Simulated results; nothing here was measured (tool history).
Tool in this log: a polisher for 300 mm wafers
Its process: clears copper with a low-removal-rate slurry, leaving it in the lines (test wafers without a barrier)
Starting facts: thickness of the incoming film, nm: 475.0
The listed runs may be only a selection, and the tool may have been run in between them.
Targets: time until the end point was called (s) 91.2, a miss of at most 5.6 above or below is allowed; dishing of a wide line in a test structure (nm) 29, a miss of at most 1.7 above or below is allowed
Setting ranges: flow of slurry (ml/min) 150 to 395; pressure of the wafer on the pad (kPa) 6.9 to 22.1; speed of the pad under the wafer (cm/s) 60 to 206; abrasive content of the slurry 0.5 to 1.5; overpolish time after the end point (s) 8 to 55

| run | day | flow of slurry (ml/min) | pressure of the wafer on the pad (kPa) | speed of the pad under the wafer (cm/s) | abrasive content of the slurry | overpolish time after the end point (s) | time until the end point was called (s) | dishing of a wide line in a test structure (nm) |
|---|---|---|---|---|---|---|---|---|
| 1 | 0 | 250 | 14.5 | 132 | 1 | 28 | 125.24 | 26.652 |
| 2 | 0.121 | 250 | 13.1 | 132 | 1 | 28 | 133.04 | 26.347 |
| 3 | 0.162 | 250 | 13.8 | 134 | 1 | 28 | 129.41 | 25.338 |
| 4 | 0.412 | 250 | 13.8 | 134 | 1.2 | 28 | 125.44 | 27.044 |
| 5 | 0.546 | 250 | 13.8 | 134 | 1.2 | 16 | 125.49 | 21.748 |
| 6 | 0.738 | 250 | 14.5 | 134 | 1.2 | 17 | 121.23 | 23.119 |
| 7 | 0.942 | 250 | 15.2 | 134 | 1.2 | 18 | 111.83 | 23.296 |
| 8 | 1.104 | 250 | 15.2 | 134 | 1.2 | 19 | 119.6 | 23.83 |
| 9 | 1.321 | 250 | 15.9 | 136 | 1.2 | 20 | 114 | 25.385 |
| 10 | 1.354 | 250 | 16.5 | 138 | 1.2 | 20 | 107.42 | 26.213 |
| 11 | 1.667 | 250 | 16.5 | 138 | 1.2 | 20 | 107 | 26.236 |
| 12 | 1.971 | 250 | 17.9 | 142 | 1.2 | 20 | 101.21 | 26.804 |
| 13 | 2.25 | 250 | 19.3 | 144 | 1.2 | 21 | 90.447 | 26.889 |
| 14 | 2.358 | 250 | 19.3 | 144 | 1.2 | 22 | 93.613 | 27.017 |

Which one of the following 5 next-run settings gets every result inside its allowed miss? There is exactly one.
| A | 2.467 | 280 | 15.9 | 144 | 1.25 | 33 | ? | ? |
| B | 2.467 | 255 | 21.4 | 156 | 1.2 | 24 | ? | ? |
| C | 2.467 | 260 | 21.4 | 160 | 1.15 | 24 | ? | ? |
| D | 2.467 | 185 | 22.1 | 162 | 1.05 | 26 | ? | ? |
| E | 2.467 | 260 | 20.7 | 140 | 1.3 | 26 | ? | ? |

| move | time until the end point was called (s) | dishing of a wide line in a test structure (nm) |
|---|---|---|
| A | 103.88 | 28.514 |
| B | 80.694 | 28.599 |
| C | 79.455 | 28.657 |
| D | 82.463 | 28.837 |
| E | 89.558 | 28.474 |
A: the worst result of the last run now meets its target, but another is out of spec
B: the worst result of the last run now meets its target, but another is out of spec
C: the worst result of the last run now meets its target, but another is out of spec
D: the worst result of the last run now meets its target, but another is out of spec
E: in spec on every target
The right move is E.

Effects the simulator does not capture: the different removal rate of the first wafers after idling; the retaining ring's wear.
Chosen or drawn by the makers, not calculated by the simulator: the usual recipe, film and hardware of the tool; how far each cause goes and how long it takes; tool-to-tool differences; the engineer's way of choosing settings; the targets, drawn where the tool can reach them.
